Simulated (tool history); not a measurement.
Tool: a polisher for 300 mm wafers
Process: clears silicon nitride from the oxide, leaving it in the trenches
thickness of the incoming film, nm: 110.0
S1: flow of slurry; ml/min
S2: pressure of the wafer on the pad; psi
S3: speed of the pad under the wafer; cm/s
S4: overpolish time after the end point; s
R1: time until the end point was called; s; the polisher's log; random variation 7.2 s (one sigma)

run	hour	S1	S2	S3	S4	R1
1	0	255	2.6	126	35	143.11
2	7.2	250	2.3	114	35	173.59
3	8.6	250	2	102	35	217.78
4	13.9	250	2	102	38	226.32
5	20.5	250	1.8	96	38	253.18
6	21.9	250	1.7	92	38	282.18
7	30.4	250	1.2	84	38	442.11

Forecast run 8:
8	39.1	250	1.2	84	38	?

R1: 430.21 s
